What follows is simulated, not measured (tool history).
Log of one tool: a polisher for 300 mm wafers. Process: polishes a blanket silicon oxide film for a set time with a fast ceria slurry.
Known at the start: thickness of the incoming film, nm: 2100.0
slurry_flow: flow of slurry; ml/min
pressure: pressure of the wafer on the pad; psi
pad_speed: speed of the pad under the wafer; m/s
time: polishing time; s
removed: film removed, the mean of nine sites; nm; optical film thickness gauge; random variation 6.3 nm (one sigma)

| run | hour | slurry_flow | pressure | pad_speed | time | removed |
|---|---|---|---|---|---|---|
| 1 | 0.0 | 220 | 3.1 | 1.30 | 44 | 1173.60 |
| 2 | 3.9 | 220 | 3.1 | 1.08 | 44 | 1030.50 |
| 3 | 5.0 | 220 | 2.5 | 1.08 | 44 | 860.86 |
| 4 | 11.9 | 220 | 3.3 | 1.08 | 44 | 1108.60 |
| 5 | 16.9 | 220 | 3.0 | 1.08 | 44 | 1002.80 |
| 6 | 21.1 | 220 | 3.6 | 1.08 | 44 | 1204.60 |
| 7 | 22.6 | 220 | 3.2 | 1.08 | 44 | 1070.50 |
| 8 | 23.3 | 220 | 2.9 | 1.08 | 44 | 981.31 |
| 9 | 27.8 | 220 | 2.7 | 1.08 | 44 | 920.25 |

Run 10 comes next. What will it give?
| 10 | 28.8 | 220 | 2.5 | 1.08 | 44 | ? |

Run 10 gave removed 851.54 nm.
